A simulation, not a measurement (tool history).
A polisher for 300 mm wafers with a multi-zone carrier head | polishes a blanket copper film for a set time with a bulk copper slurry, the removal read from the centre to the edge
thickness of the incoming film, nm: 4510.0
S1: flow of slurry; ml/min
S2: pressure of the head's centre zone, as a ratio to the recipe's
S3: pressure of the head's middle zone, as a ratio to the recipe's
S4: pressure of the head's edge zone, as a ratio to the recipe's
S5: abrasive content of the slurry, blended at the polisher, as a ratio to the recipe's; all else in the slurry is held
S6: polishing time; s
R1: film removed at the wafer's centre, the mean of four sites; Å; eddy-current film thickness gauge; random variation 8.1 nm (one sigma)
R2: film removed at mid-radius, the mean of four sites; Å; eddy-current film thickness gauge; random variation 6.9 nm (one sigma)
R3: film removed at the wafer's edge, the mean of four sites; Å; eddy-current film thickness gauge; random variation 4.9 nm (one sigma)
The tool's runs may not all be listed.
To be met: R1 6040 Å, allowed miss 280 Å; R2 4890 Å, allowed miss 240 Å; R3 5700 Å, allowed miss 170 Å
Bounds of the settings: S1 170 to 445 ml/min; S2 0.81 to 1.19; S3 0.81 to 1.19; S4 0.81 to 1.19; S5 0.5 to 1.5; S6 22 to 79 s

Run 1, hour 0: S1 285 ml/min, S2 1, S3 1, S4 1, S5 1, S6 50 s. Result: R1 6964.5 Å, R2 6686.7 Å, R3 6631.4 Å.
Run 2, hour 4.5: S1 245 ml/min, S2 1, S3 1, S4 1, S5 1, S6 50 s. Result: R1 6834.2 Å, R2 6503.4 Å, R3 6661.4 Å.
Run 3, hour 11.8: S1 175 ml/min, S2 1, S3 1, S4 1, S5 1, S6 50 s. Result: R1 6819.2 Å, R2 6408.3 Å, R3 6534.8 Å.
Run 4, hour 13.3: S1 175 ml/min, S2 1, S3 1.05, S4 1, S5 1, S6 50 s. Result: R1 6660 Å, R2 6501.7 Å, R3 6504.3 Å.
Run 5, hour 22.1: S1 175 ml/min, S2 1.01, S3 1.01, S4 1.02, S5 0.9, S6 49 s. Result: R1 6500.4 Å, R2 6171.1 Å, R3 6235.5 Å.
Run 6, hour 26.2: S1 175 ml/min, S2 1.02, S3 0.97, S4 1.04, S5 0.85, S6 48 s. Result: R1 6396.4 Å, R2 5803.5 Å, R3 6157.7 Å.
Run 7, hour 29.7: S1 175 ml/min, S2 1.02, S3 0.94, S4 1.04, S5 0.8, S6 48 s. Result: R1 6233.5 Å, R2 5572.9 Å, R3 6106.8 Å.
Run 8, hour 33.2: S1 175 ml/min, S2 1.03, S3 0.92, S4 1.03, S5 0.75, S6 48 s. Result: R1 6288.9 Å, R2 5330.7 Å, R3 5956.8 Å.
Run 9, hour 37.3: S1 175 ml/min, S2 1.03, S3 0.91, S4 1.02, S5 0.75, S6 48 s. Result: R1 6183.8 Å, R2 5293.5 Å, R3 5933.5 Å.
Run 10, hour 43.8: S1 175 ml/min, S2 1.03, S3 0.9, S4 1.01, S5 0.75, S6 48 s. Result: R1 6331 Å, R2 5249.1 Å, R3 5932.2 Å.
Run 11, hour 49.7: S1 175 ml/min, S2 1.03, S3 0.89, S4 1.01, S5 0.75, S6 48 s. Result: R1 6269.5 Å, R2 5259.4 Å, R3 5890.5 Å.

4 next moves are on the table. One of them brings every result within its allowed miss. Which?
Run A, hour 55.6: S1 175 ml/min, S2 1.03, S3 0.84, S4 1, S5 0.65, S6 48 s. Result: R1 ?, R2 ?, R3 ?.
Run B, hour 55.6: S1 175 ml/min, S2 0.96, S3 0.85, S4 1.04, S5 0.7, S6 50 s. Result: R1 ?, R2 ?, R3 ?.
Run C, hour 55.6: S1 185 ml/min, S2 1.03, S3 0.96, S4 1.04, S5 0.75, S6 49 s. Result: R1 ?, R2 ?, R3 ?.
Run D, hour 55.6: S1 170 ml/min, S2 1.1, S3 0.81, S4 1.06, S5 0.55, S6 51 s. Result: R1 ?, R2 ?, R3 ?.

move      R1      R2      R3
   A  6098.6  4857.2  5755.6
   B    6005  5182.5  6198.5
   C    6446  5690.4  6173.1
   D  6682.5  4844.6    6081
A: meets every target
B: further off than the last run
C: further off than the last run
D: brings the result that was furthest off to its target, and leaves another outside
Move A is the one to make.

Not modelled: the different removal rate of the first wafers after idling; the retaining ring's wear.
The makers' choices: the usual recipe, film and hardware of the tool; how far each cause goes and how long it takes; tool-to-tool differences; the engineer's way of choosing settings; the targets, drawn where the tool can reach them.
